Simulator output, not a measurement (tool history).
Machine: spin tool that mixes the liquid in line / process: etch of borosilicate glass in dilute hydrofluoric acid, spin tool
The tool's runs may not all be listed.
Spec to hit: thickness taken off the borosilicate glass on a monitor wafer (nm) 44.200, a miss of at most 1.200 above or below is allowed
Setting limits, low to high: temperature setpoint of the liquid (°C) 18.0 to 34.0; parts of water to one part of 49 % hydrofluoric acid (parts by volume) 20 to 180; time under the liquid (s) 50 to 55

run	hour	temperature setpoint of the liquid (°C)	parts of water to one part of 49 % hydrofluoric acid (parts by volume)	time under the liquid (s)	thickness taken off the borosilicate glass on a monitor wafer (nm)
1	0.0	26.0	100	50	22.875
2	5.5	23.5	100	50	20.762
3	13.4	23.5	100	55	22.636
4	22.3	23.5	130	55	16.940
5	24.5	23.5	130	55	17.054
6	27.8	23.5	155	55	13.884
# hour 36.7: hydrofluoric acid flow meter replaced
7	36.7	25.0	145	55	17.030
8	39.0	26.0	140	55	18.056
9	45.3	27.0	135	55	19.813

Which of these 5 next moves meets every target?
A	51.6	28.5	70	55	?
B	51.6	31.0	80	55	?
C	51.6	31.5	75	50	?
D	51.6	29.0	75	55	?
E	51.6	27.0	45	55	?

move	thickness taken off the borosilicate glass on a monitor wafer (nm)
A	43.522
B	41.311
C	41.134
D	41.120
E	66.122
A: every result within its allowed miss
B: closer than the last run, but not yet in spec
C: closer than the last run, but not yet in spec
D: closer than the last run, but not yet in spec
E: takes the result that was furthest off past its target
Answer: A
